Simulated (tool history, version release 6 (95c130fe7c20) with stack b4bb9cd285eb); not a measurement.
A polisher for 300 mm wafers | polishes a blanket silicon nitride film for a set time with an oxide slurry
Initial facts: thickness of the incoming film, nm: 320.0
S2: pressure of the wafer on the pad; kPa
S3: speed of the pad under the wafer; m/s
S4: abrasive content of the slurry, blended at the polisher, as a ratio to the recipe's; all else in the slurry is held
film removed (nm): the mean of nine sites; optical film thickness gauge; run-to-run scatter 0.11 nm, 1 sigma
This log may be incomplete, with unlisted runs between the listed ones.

run 1 day=0.000 | flow_of_slurry_(ml/min)=140 S2=17.2 S3=1.28 S4=1.0 polishing_time_(s)=18 | film_removed_(nm)=9.3296
run 2 day=0.100 | flow_of_slurry_(ml/min)=150 S2=19.3 S3=1.28 S4=1.0 polishing_time_(s)=18 | film_removed_(nm)=10.3700
run 3 day=0.179 | flow_of_slurry_(ml/min)=150 S2=20.7 S3=1.28 S4=1.0 polishing_time_(s)=18 | film_removed_(nm)=10.8860
run 4 day=0.308 | flow_of_slurry_(ml/min)=150 S2=17.9 S3=1.28 S4=1.0 polishing_time_(s)=18 | film_removed_(nm)=9.7340
run 5 day=0.683 | flow_of_slurry_(ml/min)=160 S2=20.0 S3=1.28 S4=1.0 polishing_time_(s)=18 | film_removed_(nm)=10.7880
run 6 day=0.942 | flow_of_slurry_(ml/min)=165 S2=21.4 S3=1.28 S4=1.0 polishing_time_(s)=18 | film_removed_(nm)=11.4420

Run 7, settings as shown, results not yet in. Your forecast:
run 7 day=1.146 | flow_of_slurry_(ml/min)=180 S2=26.2 S3=1.30 S4=1.0 polishing_time_(s)=18 | film_removed_(nm)=?

{"run 7": {"film removed (nm)": 13.643}}

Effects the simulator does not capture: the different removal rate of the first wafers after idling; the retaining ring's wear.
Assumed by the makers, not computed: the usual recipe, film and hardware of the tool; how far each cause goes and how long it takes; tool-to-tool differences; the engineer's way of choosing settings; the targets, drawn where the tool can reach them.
